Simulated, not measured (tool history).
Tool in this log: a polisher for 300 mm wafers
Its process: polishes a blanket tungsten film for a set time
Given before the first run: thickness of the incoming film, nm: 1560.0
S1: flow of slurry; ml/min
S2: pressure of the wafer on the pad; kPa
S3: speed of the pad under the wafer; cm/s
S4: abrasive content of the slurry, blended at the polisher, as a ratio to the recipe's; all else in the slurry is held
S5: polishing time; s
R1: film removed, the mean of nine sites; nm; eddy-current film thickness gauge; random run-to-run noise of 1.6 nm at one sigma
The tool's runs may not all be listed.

run	day	S1	S2	S3	S4	S5	R1
1	0.000	135	25.5	94	1.0	50	267.40
2	0.254	135	25.5	78	1.0	50	212.83
3	0.575	135	25.5	64	1.0	50	179.51
4	0.867	135	23.4	64	1.0	50	164.02
5	1.179	160	23.4	64	1.0	50	173.89
6	1.288	150	22.1	64	1.0	50	158.48
7	1.450	145	21.4	64	1.0	50	152.56
8	1.529	140	20.7	64	1.0	50	149.86
9	1.796	135	20.0	64	1.0	50	144.64

What will run 10 give?
10	2.138	125	17.2	64	1.0	50	?

Logged for run 10: R1 121.48 nm.

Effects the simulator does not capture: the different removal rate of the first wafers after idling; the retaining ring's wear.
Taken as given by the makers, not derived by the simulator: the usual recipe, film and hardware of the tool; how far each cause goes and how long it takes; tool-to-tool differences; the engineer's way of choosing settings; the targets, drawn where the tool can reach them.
